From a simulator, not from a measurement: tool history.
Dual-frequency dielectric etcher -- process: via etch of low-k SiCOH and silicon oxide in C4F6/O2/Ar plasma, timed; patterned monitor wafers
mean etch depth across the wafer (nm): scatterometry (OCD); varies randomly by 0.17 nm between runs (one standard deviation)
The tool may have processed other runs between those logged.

| run | hour | source power (kW) | bias power (kW) | etch time (s) | mean etch depth across the wafer (nm) |
|---|---|---|---|---|---|
| 1 | 0 | 0.28 | 0.183 | 29.5 | 59.729 |
| 2 | 5.2 | 0.28 | 0.208 | 29.5 | 61.9 |
| 3 | 12 | 0.31 | 0.208 | 29.5 | 65.354 |
| 4 | 18.9 | 0.28 | 0.208 | 29.5 | 61.681 |
| 5 | 23.5 | 0.27 | 0.207 | 29.5 | 60.641 |
| 6 | 28.8 | 0.26 | 0.206 | 29.5 | 58.963 |

What will run 7 give?
| 7 | 37.3 | 0.22 | 0.204 | 29.5 | ? |

mean etch depth across the wafer (nm): 52.637

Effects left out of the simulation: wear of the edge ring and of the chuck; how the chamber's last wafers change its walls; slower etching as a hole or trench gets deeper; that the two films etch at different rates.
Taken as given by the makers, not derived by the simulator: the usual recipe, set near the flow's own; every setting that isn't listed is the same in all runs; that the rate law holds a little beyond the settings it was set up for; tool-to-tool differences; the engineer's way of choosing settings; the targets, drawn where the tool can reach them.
